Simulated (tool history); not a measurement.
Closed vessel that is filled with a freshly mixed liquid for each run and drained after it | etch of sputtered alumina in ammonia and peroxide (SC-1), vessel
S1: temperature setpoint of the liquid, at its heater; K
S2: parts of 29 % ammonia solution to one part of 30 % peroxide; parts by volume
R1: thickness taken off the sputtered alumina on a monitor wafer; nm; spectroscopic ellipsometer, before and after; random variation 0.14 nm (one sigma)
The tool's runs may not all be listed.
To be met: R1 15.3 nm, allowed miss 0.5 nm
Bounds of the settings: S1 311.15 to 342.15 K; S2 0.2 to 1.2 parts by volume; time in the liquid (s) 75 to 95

Run 1, hour 0: S1 326.15 K, S2 0.8 parts by volume, time in the liquid (s) 95. Result: R1 7.7056 nm.
Run 2, hour 6.1: S1 326.15 K, S2 0.8 parts by volume, time in the liquid (s) 95. Result: R1 7.6038 nm.
Run 3, hour 15.4: S1 326.15 K, S2 1.05 parts by volume, time in the liquid (s) 95. Result: R1 7.8997 nm.
Run 4, hour 18: S1 333.15 K, S2 1.05 parts by volume, time in the liquid (s) 95. Result: R1 11.394 nm.
Run 5, hour 20.1: S1 334.15 K, S2 1.05 parts by volume, time in the liquid (s) 95. Result: R1 12.228 nm.
Run 6, hour 23.5: S1 336.65 K, S2 1.05 parts by volume, time in the liquid (s) 95. Result: R1 13.878 nm.
Run 7, hour 31.4: S1 337.15 K, S2 1.05 parts by volume, time in the liquid (s) 95. Result: R1 14.313 nm.
Run 8, hour 38.2: S1 337.65 K, S2 1.05 parts by volume, time in the liquid (s) 95. Result: R1 14.569 nm.
At hour 43.7: thermometer replaced.
Run 9, hour 43.7: S1 338.15 K, S2 1.05 parts by volume, time in the liquid (s) 95. Result: R1 16.392 nm.

5 next moves are on the table. One of them brings every result within its allowed miss. Which?
Run A, hour 49.2: S1 338.65 K, S2 0.8 parts by volume, time in the liquid (s) 85. Result: R1 ?.
Run B, hour 49.2: S1 340.15 K, S2 1.1 parts by volume, time in the liquid (s) 75. Result: R1 ?.
Run C, hour 49.2: S1 337.15 K, S2 1.15 parts by volume, time in the liquid (s) 85. Result: R1 ?.
Run D, hour 49.2: S1 340.65 K, S2 0.95 parts by volume, time in the liquid (s) 80. Result: R1 ?.
Run E, hour 49.2: S1 337.15 K, S2 1 parts by volume, time in the liquid (s) 85. Result: R1 ?.

move      R1
   A  14.295
   B  13.994
   C  13.731
   D  15.086
   E  13.551
A: takes the result that was furthest off past its target
B: takes the result that was furthest off past its target
C: takes the result that was furthest off past its target
D: meets every target
E: takes the result that was furthest off past its target
Move D is the one to make.

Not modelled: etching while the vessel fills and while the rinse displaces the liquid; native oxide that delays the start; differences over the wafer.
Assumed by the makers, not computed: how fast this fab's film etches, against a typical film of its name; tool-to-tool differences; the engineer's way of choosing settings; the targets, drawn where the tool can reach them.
